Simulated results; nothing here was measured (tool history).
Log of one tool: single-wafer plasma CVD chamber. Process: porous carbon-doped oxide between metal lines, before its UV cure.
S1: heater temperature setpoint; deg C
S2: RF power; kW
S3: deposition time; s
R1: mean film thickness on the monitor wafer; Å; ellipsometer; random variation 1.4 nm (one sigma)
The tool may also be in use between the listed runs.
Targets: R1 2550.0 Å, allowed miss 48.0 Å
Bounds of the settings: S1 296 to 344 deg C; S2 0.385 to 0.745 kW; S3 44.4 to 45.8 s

run 1 day=0.000 | S1=320 S2=0.565 S3=44.4 | R1=2292.4
run 2 day=0.133 | S1=310 S2=0.565 S3=44.4 | R1=2413.6
run 3 day=0.408 | S1=307 S2=0.570 S3=44.4 | R1=2463.5
run 4 day=0.696 | S1=312 S2=0.570 S3=44.4 | R1=2419.8
run 5 day=0.796 | S1=317 S2=0.570 S3=44.4 | R1=2333.7
run 6 day=1.067 | S1=313 S2=0.575 S3=44.4 | R1=2386.0
run 7 day=1.388 | S1=310 S2=0.580 S3=44.4 | R1=2484.2
run 8 day=1.438 | S1=309 S2=0.580 S3=44.4 | R1=2467.4
run 9 day=1.792 | S1=307 S2=0.580 S3=44.4 | R1=2482.7

Which of these 4 next moves meets every target?
run A day=2.146 | S1=311 S2=0.565 S3=44.8 | R1=?
run B day=2.146 | S1=306 S2=0.525 S3=44.4 | R1=?
run C day=2.146 | S1=319 S2=0.655 S3=45.8 | R1=?
run D day=2.146 | S1=311 S2=0.570 S3=44.9 | R1=?

move=A R1=2447.1
move=B R1=2422.3
move=C R1=2551.1
move=D R1=2462.2
A: further off than the last run
B: further off than the last run
C: meets every target
D: further off than the last run
Move C is the one to make.
